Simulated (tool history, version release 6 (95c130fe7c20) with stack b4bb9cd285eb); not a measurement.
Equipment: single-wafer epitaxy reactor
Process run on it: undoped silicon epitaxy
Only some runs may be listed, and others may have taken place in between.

| run | day | wafer temperature setpoint (pyrometer-controlled) (deg C) | deposition time (s) | mean film thickness on the monitor wafer (Å) |
|---|---|---|---|---|
| 1 | 0.000 | 675 | 273 | 769.18 |
| 2 | 0.092 | 675 | 288 | 812.89 |
| 3 | 0.204 | 672 | 288 | 770.75 |
| 4 | 0.446 | 670 | 288 | 741.01 |
| 5 | 0.825 | 668 | 288 | 712.21 |
| 6 | 1.083 | 672 | 288 | 769.15 |
| 7 | 1.292 | 670 | 288 | 741.91 |
| 8 | 1.512 | 668 | 288 | 715.59 |

Run 9 comes next. What will it give?
| 9 | 1.671 | 667 | 288 | ? |

mean film thickness on the monitor wafer (Å): 700.72
